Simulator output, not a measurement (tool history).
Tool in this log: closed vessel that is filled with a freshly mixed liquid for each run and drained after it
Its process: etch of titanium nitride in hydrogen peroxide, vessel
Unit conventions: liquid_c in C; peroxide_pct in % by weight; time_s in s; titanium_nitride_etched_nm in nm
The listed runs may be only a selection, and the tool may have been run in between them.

{"run": 1, "day": 0.0, "liquid_c": 53.0, "peroxide_pct": 16, "time_s": 30, "titanium_nitride_etched_nm": 2.672}
{"run": 2, "day": 0.108, "liquid_c": 52.0, "peroxide_pct": 16, "time_s": 30, "titanium_nitride_etched_nm": 2.4844}
{"run": 3, "day": 0.438, "liquid_c": 51.0, "peroxide_pct": 16, "time_s": 30, "titanium_nitride_etched_nm": 2.293}
{"run": 4, "day": 0.808, "liquid_c": 50.5, "peroxide_pct": 16, "time_s": 30, "titanium_nitride_etched_nm": 2.2323}
{"run": 5, "day": 1.038, "liquid_c": 50.0, "peroxide_pct": 16, "time_s": 30, "titanium_nitride_etched_nm": 2.1417}
{"run": 6, "day": 1.417, "liquid_c": 49.5, "peroxide_pct": 16, "time_s": 30, "titanium_nitride_etched_nm": 2.0524}
{"run": 7, "day": 1.783, "liquid_c": 49.0, "peroxide_pct": 16, "time_s": 30, "titanium_nitride_etched_nm": 2.0037}

What does the tool deliver on the next run?
{"run": 8, "day": 1.942, "liquid_c": 48.5, "peroxide_pct": 16, "time_s": 30, "titanium_nitride_etched_nm": "?"}

titanium_nitride_etched_nm: 1.9248 nm

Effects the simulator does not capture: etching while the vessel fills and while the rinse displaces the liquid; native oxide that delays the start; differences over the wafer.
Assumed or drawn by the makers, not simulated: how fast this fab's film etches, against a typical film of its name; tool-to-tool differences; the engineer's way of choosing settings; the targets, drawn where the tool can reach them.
